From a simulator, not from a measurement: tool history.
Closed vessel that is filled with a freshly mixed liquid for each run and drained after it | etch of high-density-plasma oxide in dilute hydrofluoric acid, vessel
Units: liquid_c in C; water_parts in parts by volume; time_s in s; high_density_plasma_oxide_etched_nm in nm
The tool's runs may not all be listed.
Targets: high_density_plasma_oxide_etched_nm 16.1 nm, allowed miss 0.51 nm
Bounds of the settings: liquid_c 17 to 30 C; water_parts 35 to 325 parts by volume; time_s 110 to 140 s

| run | hour | liquid_c | water_parts | time_s | high_density_plasma_oxide_etched_nm |
|---|---|---|---|---|---|
| 1 | 0 | 22 | 180 | 140 | 6.8907 |
| 2 | 8.3 | 22 | 140 | 140 | 9.1545 |
| 3 | 14.3 | 22 | 105 | 140 | 12.683 |
| 4 | 18.2 | 22.5 | 105 | 140 | 13.174 |
| 5 | 25.1 | 22.5 | 40 | 140 | 37.525 |
| 6 | 29 | 22 | 45 | 140 | 31.669 |
| 7 | 37.6 | 21.5 | 50 | 140 | 28.113 |
| 8 | 40.7 | 21 | 55 | 140 | 24.894 |
| 9 | 47 | 20.5 | 55 | 140 | 24.623 |
| 10 | 47.9 | 20 | 55 | 140 | 23.91 |
| 11 | 50.6 | 19.5 | 55 | 140 | 23.196 |
| 12 | 59.4 | 19 | 55 | 140 | 22.702 |
| 13 | 64.8 | 18 | 65 | 140 | 17.979 |
| 14 | 67.8 | 17.5 | 65 | 140 | 18.228 |

5 next moves are on the table. One of them brings every result within its allowed miss. Which?
| A | 70.8 | 17.5 | 60 | 125 | ? |
| B | 70.8 | 17 | 60 | 140 | ? |
| C | 70.8 | 17 | 70 | 140 | ? |
| D | 70.8 | 21.5 | 70 | 125 | ? |
| E | 70.8 | 17 | 65 | 140 | ? |

| move | high_density_plasma_oxide_etched_nm |
|---|---|
| A | 17.185 |
| B | 18.836 |
| C | 15.97 |
| D | 17.237 |
| E | 17.292 |
A: nearer than the last run, and not there yet
B: further off than the last run
C: meets every target
D: nearer than the last run, and not there yet
E: nearer than the last run, and not there yet
The right move is C.
